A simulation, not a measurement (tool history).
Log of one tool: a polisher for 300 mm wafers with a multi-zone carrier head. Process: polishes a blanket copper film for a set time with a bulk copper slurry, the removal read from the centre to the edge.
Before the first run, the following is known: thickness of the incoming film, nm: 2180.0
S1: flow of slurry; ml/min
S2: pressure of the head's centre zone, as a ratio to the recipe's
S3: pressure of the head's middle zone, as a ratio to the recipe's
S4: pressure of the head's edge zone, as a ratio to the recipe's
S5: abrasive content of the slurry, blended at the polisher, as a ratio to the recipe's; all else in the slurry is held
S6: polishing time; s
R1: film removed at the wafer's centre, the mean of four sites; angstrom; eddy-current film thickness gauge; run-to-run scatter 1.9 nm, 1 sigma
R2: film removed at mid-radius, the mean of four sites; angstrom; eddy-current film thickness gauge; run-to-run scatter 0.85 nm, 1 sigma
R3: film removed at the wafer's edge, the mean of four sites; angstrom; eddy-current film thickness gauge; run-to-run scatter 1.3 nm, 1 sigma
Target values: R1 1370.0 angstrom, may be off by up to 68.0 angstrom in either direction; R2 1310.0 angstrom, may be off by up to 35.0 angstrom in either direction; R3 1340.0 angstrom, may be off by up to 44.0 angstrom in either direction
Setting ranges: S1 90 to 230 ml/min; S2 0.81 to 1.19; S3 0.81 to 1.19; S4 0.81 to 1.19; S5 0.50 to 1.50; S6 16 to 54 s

Run 1, hour 0.0: S1 150 ml/min, S2 1.00, S3 1.00, S4 1.00, S5 1.00, S6 35 s. Result: R1 1781.9 angstrom, R2 1766.0 angstrom, R3 1771.2 angstrom.
Run 2, hour 2.1: S1 150 ml/min, S2 1.00, S3 1.00, S4 1.00, S5 1.00, S6 43 s. Result: R1 2219.6 angstrom, R2 2174.6 angstrom, R3 2149.1 angstrom.
Run 3, hour 5.9: S1 150 ml/min, S2 1.05, S3 1.00, S4 1.00, S5 1.00, S6 43 s. Result: R1 2282.0 angstrom, R2 2192.4 angstrom, R3 2209.1 angstrom.
Run 4, hour 9.0: S1 140 ml/min, S2 1.01, S3 0.97, S4 0.96, S5 0.90, S6 41 s. Result: R1 2001.0 angstrom, R2 1966.3 angstrom, R3 1978.7 angstrom.
Run 5, hour 11.6: S1 145 ml/min, S2 1.02, S3 0.95, S4 0.93, S5 0.80, S6 38 s. Result: R1 1842.2 angstrom, R2 1754.0 angstrom, R3 1757.0 angstrom.
Run 6, hour 14.1: S1 145 ml/min, S2 1.02, S3 1.03, S4 0.93, S5 0.80, S6 38 s. Result: R1 1866.9 angstrom, R2 1842.7 angstrom, R3 1771.5 angstrom.
Run 7, hour 22.2: S1 140 ml/min, S2 1.01, S3 1.00, S4 0.91, S5 0.75, S6 37 s. Result: R1 1749.9 angstrom, R2 1714.1 angstrom, R3 1680.8 angstrom.
Run 8, hour 27.0: S1 120 ml/min, S2 0.98, S3 0.91, S4 0.83, S5 0.50, S6 32 s. Result: R1 1243.4 angstrom, R2 1236.7 angstrom, R3 1203.6 angstrom.

Exactly one of the 4 candidate moves below puts every result within its allowed miss. Which one?
Run A, hour 31.8: S1 150 ml/min, S2 0.96, S3 0.88, S4 0.89, S5 0.65, S6 31 s. Result: R1 ?, R2 ?, R3 ?.
Run B, hour 31.8: S1 110 ml/min, S2 1.19, S3 1.00, S4 0.81, S5 0.50, S6 33 s. Result: R1 ?, R2 ?, R3 ?.
Run C, hour 31.8: S1 95 ml/min, S2 0.95, S3 0.96, S4 0.84, S5 0.50, S6 35 s. Result: R1 ?, R2 ?, R3 ?.
Run D, hour 31.8: S1 105 ml/min, S2 0.90, S3 0.96, S4 0.83, S5 0.55, S6 33 s. Result: R1 ?, R2 ?, R3 ?.

move      R1      R2      R3
   A  1347.5  1309.4  1309.7
   B  1508.6  1299.3  1186.7
   C  1254.2  1304.4  1249.6
   D  1190.8  1295.2  1224.7
A: hits every target within its allowed miss
B: the biggest miss grows against the last run
C: nearer than the last run, and not there yet
D: nearer than the last run, and not there yet
So the answer is move A, the one that meets all the targets.
